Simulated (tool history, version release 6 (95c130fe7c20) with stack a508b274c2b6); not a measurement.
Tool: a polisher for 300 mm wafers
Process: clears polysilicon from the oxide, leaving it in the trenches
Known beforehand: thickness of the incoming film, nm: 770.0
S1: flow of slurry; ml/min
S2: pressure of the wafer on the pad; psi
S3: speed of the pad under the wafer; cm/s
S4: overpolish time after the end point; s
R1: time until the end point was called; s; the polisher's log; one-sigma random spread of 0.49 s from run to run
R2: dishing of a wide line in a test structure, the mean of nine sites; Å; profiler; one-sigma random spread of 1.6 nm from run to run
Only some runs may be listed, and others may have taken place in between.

run 1 hour=0 | S1=235 S2=2.8 S3=78 S4=26 | R1=74.148 R2=841.56
run 2 hour=8.3 | S1=235 S2=2.8 S3=94 S4=26 | R1=62.811 R2=883.09
run 3 hour=11.7 | S1=235 S2=2.8 S3=94 S4=19 | R1=62.982 R2=826.71
run 4 hour=13.1 | S1=205 S2=2.8 S3=94 S4=19 | R1=62.589 R2=821.53
run 5 hour=17.6 | S1=180 S2=2.8 S3=94 S4=19 | R1=63.389 R2=845.56
run 6 hour=21.3 | S1=210 S2=2.8 S3=94 S4=19 | R1=63.628 R2=823.72

What does the tool deliver on the next run?
-- hour=23.3 worn pad replaced by a new one
run 7 hour=23.3 | S1=210 S2=3 S3=94 S4=21 | R1=? R2=?

R1: 52.334 s
R2: 875.67 Å

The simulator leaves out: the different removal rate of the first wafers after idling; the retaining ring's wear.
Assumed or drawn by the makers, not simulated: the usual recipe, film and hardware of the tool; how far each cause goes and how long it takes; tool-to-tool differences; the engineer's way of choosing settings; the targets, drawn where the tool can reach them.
